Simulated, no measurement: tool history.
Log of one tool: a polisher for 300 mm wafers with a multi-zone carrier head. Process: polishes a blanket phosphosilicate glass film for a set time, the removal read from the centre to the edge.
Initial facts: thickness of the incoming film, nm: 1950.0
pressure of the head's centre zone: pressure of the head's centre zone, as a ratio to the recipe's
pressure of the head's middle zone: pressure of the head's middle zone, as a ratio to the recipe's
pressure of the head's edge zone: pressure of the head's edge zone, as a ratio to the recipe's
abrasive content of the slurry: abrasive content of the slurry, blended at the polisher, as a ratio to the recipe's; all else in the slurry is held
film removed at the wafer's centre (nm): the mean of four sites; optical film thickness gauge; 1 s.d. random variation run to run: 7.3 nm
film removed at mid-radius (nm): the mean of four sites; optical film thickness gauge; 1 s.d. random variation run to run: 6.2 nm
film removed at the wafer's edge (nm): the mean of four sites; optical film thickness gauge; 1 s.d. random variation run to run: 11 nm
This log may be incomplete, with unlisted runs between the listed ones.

| run | hour | flow of slurry (ml/min) | pressure of the head's centre zone | pressure of the head's middle zone | pressure of the head's edge zone | abrasive content of the slurry | polishing time (s) | film removed at the wafer's centre (nm) | film removed at mid-radius (nm) | film removed at the wafer's edge (nm) |
|---|---|---|---|---|---|---|---|---|---|---|
| 1 | 0.0 | 185 | 1.00 | 1.00 | 1.00 | 1.00 | 59 | 549.73 | 623.63 | 616.46 |
| 2 | 3.6 | 195 | 1.02 | 1.00 | 0.99 | 1.05 | 59 | 582.73 | 636.28 | 626.37 |
| 3 | 8.7 | 195 | 1.06 | 1.00 | 0.99 | 1.05 | 59 | 597.84 | 642.83 | 638.25 |
| 4 | 9.3 | 205 | 1.08 | 0.99 | 0.97 | 1.10 | 60 | 646.85 | 658.80 | 658.43 |
|  | 15.4 | centre zone pressure recalibrated |
| 5 | 15.4 | 205 | 1.08 | 0.95 | 0.97 | 1.10 | 60 | 704.20 | 633.13 | 668.28 |
| 6 | 18.8 | 245 | 1.08 | 0.95 | 0.97 | 1.10 | 60 | 714.29 | 653.01 | 655.59 |
| 7 | 26.5 | 250 | 1.09 | 0.96 | 0.97 | 1.15 | 60 | 734.84 | 677.06 | 665.30 |
| 8 | 31.2 | 250 | 1.10 | 0.96 | 0.98 | 1.20 | 60 | 750.94 | 677.33 | 712.74 |
| 9 | 39.8 | 250 | 1.10 | 0.96 | 0.98 | 1.20 | 60 | 750.88 | 681.12 | 709.92 |
| 10 | 47.9 | 255 | 1.11 | 0.97 | 0.97 | 1.25 | 61 | 795.44 | 716.58 | 716.72 |
| 11 | 55.8 | 255 | 1.12 | 0.98 | 0.97 | 1.30 | 61 | 809.52 | 729.32 | 743.78 |
| 12 | 63.7 | 255 | 1.12 | 0.98 | 0.97 | 1.30 | 61 | 811.66 | 738.33 | 732.32 |
| 13 | 64.3 | 255 | 1.13 | 0.98 | 0.97 | 1.30 | 61 | 811.67 | 731.49 | 730.44 |
| 14 | 67.2 | 260 | 1.14 | 0.98 | 0.97 | 1.30 | 62 | 835.11 | 750.13 | 741.14 |
| 15 | 71.3 | 270 | 1.16 | 0.99 | 0.97 | 1.40 | 64 | 926.59 | 800.49 | 794.46 |

Run 16 comes next. What will it give?
| 16 | 73.4 | 270 | 1.16 | 1.00 | 0.97 | 1.40 | 64 | ? | ? | ? |

{"run 16": {"film removed at the wafer's centre (nm)": 894.46, "film removed at mid-radius (nm)": 803.13, "film removed at the wafer's edge (nm)": 783.51}}

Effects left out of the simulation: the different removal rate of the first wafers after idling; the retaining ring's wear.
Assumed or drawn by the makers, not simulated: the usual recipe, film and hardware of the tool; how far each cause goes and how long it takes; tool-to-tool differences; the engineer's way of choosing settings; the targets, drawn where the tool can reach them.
